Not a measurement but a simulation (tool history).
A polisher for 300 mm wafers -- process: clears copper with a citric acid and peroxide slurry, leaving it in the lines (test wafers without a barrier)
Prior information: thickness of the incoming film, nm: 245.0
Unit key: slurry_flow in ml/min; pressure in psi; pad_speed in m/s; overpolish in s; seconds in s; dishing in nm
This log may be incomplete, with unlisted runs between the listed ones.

| run | hour | slurry_flow | pressure | pad_speed | slurry_solids | overpolish | seconds | dishing |
|---|---|---|---|---|---|---|---|---|
| 1 | 0.0 | 170 | 3.5 | 0.96 | 1.0 | 22 | 98.973 | 38.657 |
| 2 | 5.3 | 170 | 2.9 | 0.94 | 1.0 | 20 | 113.890 | 30.633 |
| 3 | 7.4 | 165 | 2.5 | 0.90 | 1.0 | 19 | 132.040 | 26.205 |
| 4 | 16.1 | 165 | 1.8 | 0.90 | 1.0 | 19 | 162.420 | 21.388 |
| 5 | 24.4 | 190 | 1.8 | 0.90 | 1.0 | 19 | 157.190 | 21.805 |
| 6 | 28.2 | 190 | 2.1 | 0.90 | 1.0 | 19 | 142.410 | 24.073 |
| 7 | 30.7 | 175 | 1.9 | 0.90 | 1.0 | 18 | 151.640 | 21.526 |
| 8 | 32.1 | 170 | 1.8 | 0.88 | 1.0 | 18 | 163.690 | 20.307 |

Run 9 comes next. What will it give?
| 9 | 36.9 | 160 | 1.7 | 0.88 | 1.0 | 17 | ? | ? |

seconds: 170.360 s
dishing: 18.415 nm
